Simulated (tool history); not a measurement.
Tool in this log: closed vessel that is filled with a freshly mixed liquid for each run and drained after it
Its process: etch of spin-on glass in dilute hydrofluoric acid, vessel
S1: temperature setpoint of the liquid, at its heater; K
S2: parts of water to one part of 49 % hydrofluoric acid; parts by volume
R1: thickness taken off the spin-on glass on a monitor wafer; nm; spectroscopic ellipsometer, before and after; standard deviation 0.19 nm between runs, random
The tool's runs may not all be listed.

run 1 hour=0 | S1=295.15 S2=180 time_in_the_liquid_(s)=85 | R1=16.788
run 2 hour=8.3 | S1=296.65 S2=175 time_in_the_liquid_(s)=85 | R1=18.547
run 3 hour=9.7 | S1=296.65 S2=150 time_in_the_liquid_(s)=85 | R1=22.295
run 4 hour=12.8 | S1=297.65 S2=150 time_in_the_liquid_(s)=85 | R1=23.031
run 5 hour=21.5 | S1=298.65 S2=150 time_in_the_liquid_(s)=85 | R1=23.958
run 6 hour=26.8 | S1=299.15 S2=150 time_in_the_liquid_(s)=85 | R1=24.064
run 7 hour=31.3 | S1=299.65 S2=150 time_in_the_liquid_(s)=85 | R1=24.738
run 8 hour=35.7 | S1=300.15 S2=150 time_in_the_liquid_(s)=85 | R1=25.238
run 9 hour=41.9 | S1=300.65 S2=150 time_in_the_liquid_(s)=85 | R1=25.726

The next listed run, before its measurement:
run 10 hour=44.7 | S1=301.15 S2=150 time_in_the_liquid_(s)=85 | R1=?

Run 10 came out at R1 26.123 nm.
